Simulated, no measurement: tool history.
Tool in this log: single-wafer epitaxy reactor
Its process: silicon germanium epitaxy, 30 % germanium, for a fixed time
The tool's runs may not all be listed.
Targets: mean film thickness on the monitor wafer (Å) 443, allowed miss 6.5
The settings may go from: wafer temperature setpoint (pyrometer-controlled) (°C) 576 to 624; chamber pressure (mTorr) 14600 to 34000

run	day	wafer temperature setpoint (pyrometer-controlled) (°C)	chamber pressure (mTorr)	mean film thickness on the monitor wafer (Å)
1	0	600	24300	623.28
2	0.025	610	24300	767.75
3	0.283	610	26100	789.07
4	0.588	600	26100	639.01
5	0.621	594	26100	567.73
6	0.854	592	26100	543.28
7	1.179	591	26100	529.55
8	1.467	590	26100	522.51
9	1.558	589	26100	509.04
10	1.783	588	26100	496.19
11	1.804	587	26100	487.17
12	1.854	586	26100	476.83
13	1.888	584	26100	456.06

Pick the move, out of 4, that brings all results within their allowed miss; only one does.
A	1.921	588	22500	?
B	1.921	585	24900	?
C	1.921	584	24400	?
D	1.921	584	27000	?

move	mean film thickness on the monitor wafer (Å)
A	470.85
B	457.76
C	444.66
D	461.32
A: further off than the last run
B: further off than the last run
C: each result inside its tolerance
D: further off than the last run
C meets every target.

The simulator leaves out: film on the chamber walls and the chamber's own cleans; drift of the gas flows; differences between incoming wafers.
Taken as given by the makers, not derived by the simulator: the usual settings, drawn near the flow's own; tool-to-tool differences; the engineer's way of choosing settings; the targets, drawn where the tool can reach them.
